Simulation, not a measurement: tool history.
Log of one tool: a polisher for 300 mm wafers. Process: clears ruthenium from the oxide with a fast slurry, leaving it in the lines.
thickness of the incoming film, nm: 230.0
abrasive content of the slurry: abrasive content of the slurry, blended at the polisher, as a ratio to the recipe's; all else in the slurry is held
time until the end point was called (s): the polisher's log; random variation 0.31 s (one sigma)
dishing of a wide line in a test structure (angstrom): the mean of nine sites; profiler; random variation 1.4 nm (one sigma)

run	day	flow of slurry (ml/min)	pressure of the wafer on the pad (kPa)	speed of the pad under the wafer (cm/s)	abrasive content of the slurry	overpolish time after the end point (s)	time until the end point was called (s)	dishing of a wide line in a test structure (angstrom)
1	0	220	22.8	116	1	9	41.334	413.13
2	0.35	220	23.4	116	1	9	39.526	396.72
3	0.462	220	23.4	102	1	9	45.435	360.52
4	0.579	220	28.3	102	1	9	39.854	437.67
5	0.742	220	28.3	90	1	9	44.527	375.31
6	0.912	220	29	92	1	9	42.318	403.53
7	1.204	220	29.6	94	1	9	40.991	393.44
8	1.429	220	30.3	96	1	9	39.261	412.68

Forecast run 9:
9	1.762	220	31	96	1	9	?	?

{"run 9": {"time until the end point was called (s)": 38.16, "dishing of a wide line in a test structure (angstrom)": 440.14}}
